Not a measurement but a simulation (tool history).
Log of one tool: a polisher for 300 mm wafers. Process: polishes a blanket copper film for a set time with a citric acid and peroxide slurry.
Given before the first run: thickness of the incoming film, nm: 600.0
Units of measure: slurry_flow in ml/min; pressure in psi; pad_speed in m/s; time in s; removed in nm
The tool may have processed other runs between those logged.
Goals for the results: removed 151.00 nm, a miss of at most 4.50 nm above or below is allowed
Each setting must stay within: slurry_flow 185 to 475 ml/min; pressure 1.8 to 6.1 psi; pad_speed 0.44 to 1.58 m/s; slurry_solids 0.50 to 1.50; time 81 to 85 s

Run 1, hour 0.0: slurry_flow 305 ml/min, pressure 3.9 psi, pad_speed 1.00 m/s, slurry_solids 1.00, time 81 s. Result: removed 197.15 nm.
Run 2, hour 4.3: slurry_flow 305 ml/min, pressure 3.8 psi, pad_speed 1.00 m/s, slurry_solids 1.00, time 81 s. Result: removed 191.49 nm.
Run 3, hour 10.6: slurry_flow 305 ml/min, pressure 3.8 psi, pad_speed 1.00 m/s, slurry_solids 1.00, time 85 s. Result: removed 203.11 nm.
Run 4, hour 14.8: slurry_flow 305 ml/min, pressure 3.7 psi, pad_speed 1.00 m/s, slurry_solids 1.00, time 85 s. Result: removed 192.82 nm.
Run 5, hour 18.7: slurry_flow 305 ml/min, pressure 3.6 psi, pad_speed 1.00 m/s, slurry_solids 1.00, time 85 s. Result: removed 192.96 nm.
Run 6, hour 23.8: slurry_flow 305 ml/min, pressure 4.3 psi, pad_speed 1.00 m/s, slurry_solids 1.00, time 85 s. Result: removed 224.91 nm.
Run 7, hour 31.5: slurry_flow 305 ml/min, pressure 4.1 psi, pad_speed 1.00 m/s, slurry_solids 1.00, time 85 s. Result: removed 213.89 nm.
Run 8, hour 33.3: slurry_flow 305 ml/min, pressure 3.9 psi, pad_speed 1.00 m/s, slurry_solids 1.00, time 85 s. Result: removed 204.70 nm.
Run 9, hour 38.6: slurry_flow 305 ml/min, pressure 3.8 psi, pad_speed 1.00 m/s, slurry_solids 1.00, time 85 s. Result: removed 201.55 nm.
Run 10, hour 45.0: slurry_flow 305 ml/min, pressure 3.7 psi, pad_speed 1.00 m/s, slurry_solids 1.00, time 85 s. Result: removed 196.31 nm.
Run 11, hour 46.2: slurry_flow 305 ml/min, pressure 3.6 psi, pad_speed 1.00 m/s, slurry_solids 1.00, time 85 s. Result: removed 191.83 nm.
Run 12, hour 51.3: slurry_flow 305 ml/min, pressure 3.5 psi, pad_speed 1.00 m/s, slurry_solids 1.00, time 85 s. Result: removed 186.52 nm.
Run 13, hour 53.4: slurry_flow 305 ml/min, pressure 3.4 psi, pad_speed 1.00 m/s, slurry_solids 1.00, time 85 s. Result: removed 180.52 nm.
Run 14, hour 57.1: slurry_flow 305 ml/min, pressure 3.3 psi, pad_speed 1.00 m/s, slurry_solids 1.00, time 85 s. Result: removed 177.43 nm.
Run 15, hour 65.8: slurry_flow 305 ml/min, pressure 3.2 psi, pad_speed 1.00 m/s, slurry_solids 1.00, time 85 s. Result: removed 170.10 nm.

Of the 4 settings listed for the next run, only one would bring every result within its allowed miss of target. Which one?
Run A, hour 74.5: slurry_flow 335 ml/min, pressure 3.8 psi, pad_speed 0.82 m/s, slurry_solids 0.95, time 85 s. Result: removed ?.
Run B, hour 74.5: slurry_flow 245 ml/min, pressure 3.3 psi, pad_speed 1.08 m/s, slurry_solids 1.10, time 84 s. Result: removed ?.
Run C, hour 74.5: slurry_flow 315 ml/min, pressure 2.8 psi, pad_speed 1.10 m/s, slurry_solids 1.30, time 85 s. Result: removed ?.
Run D, hour 74.5: slurry_flow 325 ml/min, pressure 2.5 psi, pad_speed 1.12 m/s, slurry_solids 1.00, time 85 s. Result: removed ?.

move  removed
   A   168.27
   B   189.82
   C   178.64
   D   153.44
A: gains on the last run, yet a result remains outside its allowed miss
B: its largest miss is bigger than the last run's
C: its largest miss is bigger than the last run's
D: all results land within tolerance of their targets
Move D is the one to make.

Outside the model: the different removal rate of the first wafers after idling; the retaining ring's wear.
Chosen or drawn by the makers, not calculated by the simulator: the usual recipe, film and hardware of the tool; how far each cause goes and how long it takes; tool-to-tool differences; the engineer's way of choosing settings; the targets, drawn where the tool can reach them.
